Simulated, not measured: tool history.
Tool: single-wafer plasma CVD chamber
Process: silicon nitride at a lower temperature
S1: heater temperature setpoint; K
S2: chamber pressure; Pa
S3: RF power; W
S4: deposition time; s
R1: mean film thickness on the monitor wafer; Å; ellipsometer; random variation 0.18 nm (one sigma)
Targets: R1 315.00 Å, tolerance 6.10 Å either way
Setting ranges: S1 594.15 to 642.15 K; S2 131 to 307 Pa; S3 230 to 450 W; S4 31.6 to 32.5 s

run 1 hour=0.0 | S1=618.15 S2=219 S3=340 S4=31.6 | R1=408.68
run 2 hour=8.8 | S1=618.15 S2=219 S3=310 S4=31.6 | R1=393.85
run 3 hour=16.4 | S1=618.15 S2=219 S3=290 S4=31.6 | R1=378.46
run 4 hour=19.3 | S1=613.15 S2=219 S3=290 S4=31.6 | R1=387.58
run 5 hour=24.5 | S1=613.15 S2=219 S3=290 S4=31.6 | R1=385.03
run 6 hour=27.8 | S1=614.15 S2=207 S3=285 S4=31.6 | R1=367.62
run 7 hour=30.3 | S1=615.15 S2=200 S3=285 S4=31.6 | R1=366.83
run 8 hour=32.7 | S1=616.15 S2=191 S3=285 S4=31.6 | R1=359.34
run 9 hour=33.5 | S1=617.15 S2=183 S3=285 S4=31.6 | R1=354.84
run 10 hour=36.6 | S1=617.15 S2=176 S3=285 S4=31.6 | R1=348.15
run 11 hour=37.8 | S1=617.15 S2=132 S3=260 S4=31.6 | R1=283.29
run 12 hour=41.1 | S1=617.15 S2=136 S3=260 S4=31.6 | R1=294.14
run 13 hour=49.4 | S1=617.15 S2=171 S3=265 S4=31.6 | R1=334.98
run 14 hour=55.3 | S1=616.15 S2=169 S3=265 S4=31.6 | R1=330.13
run 15 hour=63.3 | S1=616.15 S2=167 S3=265 S4=31.6 | R1=329.35
run 16 hour=65.0 | S1=616.15 S2=136 S3=255 S4=31.6 | R1=289.62
run 17 hour=69.5 | S1=616.15 S2=140 S3=255 S4=31.6 | R1=296.07
run 18 hour=72.1 | S1=616.15 S2=143 S3=255 S4=31.6 | R1=299.88
run 19 hour=80.1 | S1=616.15 S2=145 S3=255 S4=31.6 | R1=300.38
run 20 hour=85.6 | S1=616.15 S2=148 S3=255 S4=31.6 | R1=305.15

Pick the move, out of 5, that brings all results within their allowed miss; only one does.
run A hour=91.1 | S1=615.15 S2=133 S3=240 S4=32.5 | R1=?
run B hour=91.1 | S1=607.15 S2=143 S3=265 S4=31.6 | R1=?
run C hour=91.1 | S1=612.15 S2=143 S3=255 S4=31.6 | R1=?
run D hour=91.1 | S1=615.15 S2=145 S3=290 S4=31.6 | R1=?
run E hour=91.1 | S1=613.15 S2=145 S3=250 S4=32.0 | R1=?

move=A R1=287.57
move=B R1=303.85
move=C R1=298.70
move=D R1=317.33
move=E R1=303.37
A: moves away from the targets compared with the last run
B: moves away from the targets compared with the last run
C: moves away from the targets compared with the last run
D: all results land within tolerance of their targets
E: moves away from the targets compared with the last run
The right move is D.
